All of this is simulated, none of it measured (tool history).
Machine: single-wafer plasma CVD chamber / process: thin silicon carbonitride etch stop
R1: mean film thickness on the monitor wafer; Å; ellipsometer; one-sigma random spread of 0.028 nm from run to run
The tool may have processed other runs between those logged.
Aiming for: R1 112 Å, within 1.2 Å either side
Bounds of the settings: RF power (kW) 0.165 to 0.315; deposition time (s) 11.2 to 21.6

{"run": 1, "hour": 0.0, "RF power (kW)": 0.24, "deposition time (s)": 16.4, "R1": 98.916}
{"run": 2, "hour": 3.9, "RF power (kW)": 0.255, "deposition time (s)": 16.6, "R1": 101.41}
{"run": 3, "hour": 6.7, "RF power (kW)": 0.27, "deposition time (s)": 16.6, "R1": 103.09}
{"run": 4, "hour": 15.4, "RF power (kW)": 0.27, "deposition time (s)": 15.1, "R1": 93.287}
{"run": 5, "hour": 23.1, "RF power (kW)": 0.28, "deposition time (s)": 15.6, "R1": 98.268}
{"run": 6, "hour": 31.3, "RF power (kW)": 0.28, "deposition time (s)": 17, "R1": 106.52}
{"run": 7, "hour": 32.5, "RF power (kW)": 0.28, "deposition time (s)": 17, "R1": 106.31}
{"run": 8, "hour": 40.6, "RF power (kW)": 0.285, "deposition time (s)": 17.1, "R1": 107.34}
{"run": 9, "hour": 48.8, "RF power (kW)": 0.29, "deposition time (s)": 17.2, "R1": 108.99}
{"run": 10, "hour": 55.7, "RF power (kW)": 0.295, "deposition time (s)": 17.2, "R1": 109.6}
{"run": 11, "hour": 63.7, "RF power (kW)": 0.3, "deposition time (s)": 17.2, "R1": 109.27}
{"run": 12, "hour": 66.4, "RF power (kW)": 0.3, "deposition time (s)": 17.3, "R1": 110.58}

5 next moves are on the table. One of them brings every result within its allowed miss. Which?
{"run": "A", "hour": 69.1, "RF power (kW)": 0.29, "deposition time (s)": 17, "R1": "?"}
{"run": "B", "hour": 69.1, "RF power (kW)": 0.245, "deposition time (s)": 18.9, "R1": "?"}
{"run": "C", "hour": 69.1, "RF power (kW)": 0.3, "deposition time (s)": 17.6, "R1": "?"}
{"run": "D", "hour": 69.1, "RF power (kW)": 0.315, "deposition time (s)": 16.9, "R1": "?"}
{"run": "E", "hour": 69.1, "RF power (kW)": 0.295, "deposition time (s)": 17.1, "R1": "?"}

move=A R1=107.52
move=B R1=114.35
move=C R1=112.32
move=D R1=109.27
move=E R1=108.64
A: misses by more than the last run did
B: takes the biggest miss from the last run beyond its target
C: each result inside its tolerance
D: misses by more than the last run did
E: misses by more than the last run did
Go with C: it meets all targets.
